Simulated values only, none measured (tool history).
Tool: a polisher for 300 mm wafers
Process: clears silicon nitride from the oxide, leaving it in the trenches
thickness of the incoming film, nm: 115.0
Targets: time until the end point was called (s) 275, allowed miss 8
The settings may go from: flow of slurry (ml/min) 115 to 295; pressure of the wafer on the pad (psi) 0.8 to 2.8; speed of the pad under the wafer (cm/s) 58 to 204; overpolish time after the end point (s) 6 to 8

| run | hour | flow of slurry (ml/min) | pressure of the wafer on the pad (psi) | speed of the pad under the wafer (cm/s) | overpolish time after the end point (s) | time until the end point was called (s) |
|---|---|---|---|---|---|---|
| 1 | 0 | 190 | 1.8 | 130 | 8 | 139.32 |
| 2 | 4.9 | 190 | 1.8 | 130 | 8 | 138.87 |
| 3 | 11.6 | 190 | 1.8 | 114 | 8 | 152.15 |
| 4 | 17.2 | 185 | 1.5 | 112 | 8 | 179.51 |
| 5 | 23.9 | 220 | 1.5 | 112 | 8 | 176 |
| 6 | 32.7 | 220 | 1.9 | 112 | 8 | 147.5 |
| 7 | 38.4 | 220 | 1.5 | 106 | 8 | 183.04 |
| 8 | 47.3 | 215 | 1.3 | 102 | 8 | 210.46 |
| 9 | 56.1 | 210 | 1.1 | 102 | 8 | 236.27 |
| 10 | 59.1 | 185 | 0.8 | 102 | 8 | 294.56 |

5 next moves are on the table. One of them brings every result within its allowed miss. Which?
| A | 62.1 | 195 | 1 | 92 | 8 | ? |
| B | 62.1 | 215 | 0.9 | 78 | 8 | ? |
| C | 62.1 | 205 | 0.9 | 86 | 6 | ? |
| D | 62.1 | 200 | 0.8 | 94 | 6 | ? |
| E | 62.1 | 220 | 0.8 | 84 | 8 | ? |

| move | time until the end point was called (s) |
|---|---|
| A | 270.76 |
| B | 320.99 |
| C | 302.49 |
| D | 307.98 |
| E | 329.07 |
A: meets every target
B: further off than the last run
C: further off than the last run
D: further off than the last run
E: further off than the last run
Move A is the one to make.
